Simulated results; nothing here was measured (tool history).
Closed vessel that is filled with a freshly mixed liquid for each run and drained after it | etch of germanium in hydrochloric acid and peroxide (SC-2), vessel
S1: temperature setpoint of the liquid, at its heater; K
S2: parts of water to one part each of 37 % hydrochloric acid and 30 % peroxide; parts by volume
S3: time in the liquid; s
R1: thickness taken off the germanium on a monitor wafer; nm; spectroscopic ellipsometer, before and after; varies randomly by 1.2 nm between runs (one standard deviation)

run 1 day=0.000 | S1=322.15 S2=7.0 S3=95 | R1=239.87
run 2 day=0.075 | S1=322.15 S2=9.5 S3=95 | R1=232.08
run 3 day=0.242 | S1=322.15 S2=9.5 S3=105 | R1=255.79
run 4 day=0.625 | S1=320.15 S2=9.5 S3=105 | R1=239.28
run 5 day=0.796 | S1=318.65 S2=9.5 S3=105 | R1=227.21
run 6 day=1.125 | S1=317.65 S2=9.5 S3=105 | R1=219.47
run 7 day=1.217 | S1=316.65 S2=9.5 S3=105 | R1=212.14
run 8 day=1.454 | S1=316.15 S2=9.5 S3=105 | R1=212.34

Estimate the outcome of run 9 from the log above:
run 9 day=1.725 | S1=315.15 S2=9.5 S3=105 | R1=?

{"run 9": {"R1": 204.4}}
